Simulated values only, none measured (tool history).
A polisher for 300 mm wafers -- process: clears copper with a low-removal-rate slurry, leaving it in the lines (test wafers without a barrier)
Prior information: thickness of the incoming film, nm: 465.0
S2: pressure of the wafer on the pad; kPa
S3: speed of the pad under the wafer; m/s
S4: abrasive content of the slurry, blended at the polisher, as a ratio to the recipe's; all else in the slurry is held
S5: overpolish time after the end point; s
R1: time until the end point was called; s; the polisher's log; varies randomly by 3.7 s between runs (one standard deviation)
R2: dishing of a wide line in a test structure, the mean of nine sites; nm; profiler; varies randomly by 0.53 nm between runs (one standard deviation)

Run 1, hour 0: flow of slurry (ml/min) 205, S2 19.3 kPa, S3 1.02 m/s, S4 1, S5 17 s. Result: R1 170.87 s, R2 30.374 nm.
Run 2, hour 2.5: flow of slurry (ml/min) 205, S2 16.5 kPa, S3 1 m/s, S4 1, S5 19 s. Result: R1 192.08 s, R2 29.5 nm.
Run 3, hour 5.2: flow of slurry (ml/min) 205, S2 16.5 kPa, S3 1 m/s, S4 1, S5 14 s. Result: R1 194.8 s, R2 23.473 nm.
Run 4, hour 10.2: flow of slurry (ml/min) 205, S2 21.4 kPa, S3 1 m/s, S4 1, S5 14 s. Result: R1 161.94 s, R2 26.764 nm.
Run 5, hour 14.8: flow of slurry (ml/min) 205, S2 17.2 kPa, S3 0.98 m/s, S4 1, S5 17 s. Result: R1 191.5 s, R2 27.293 nm.
At hour 22.7: slurry blender recalibrated.
Run 6, hour 22.7: flow of slurry (ml/min) 205, S2 14.5 kPa, S3 0.96 m/s, S4 1, S5 19 s. Result: R1 200.68 s, R2 28.894 nm.

The next listed run, before its measurement:
Run 7, hour 28.7: flow of slurry (ml/min) 200, S2 9 kPa, S3 0.74 m/s, S4 0.95, S5 23 s. Result: R1 ?, R2 ?.

{"run 7": {"R1": 325.47, "R2": 22.395}}

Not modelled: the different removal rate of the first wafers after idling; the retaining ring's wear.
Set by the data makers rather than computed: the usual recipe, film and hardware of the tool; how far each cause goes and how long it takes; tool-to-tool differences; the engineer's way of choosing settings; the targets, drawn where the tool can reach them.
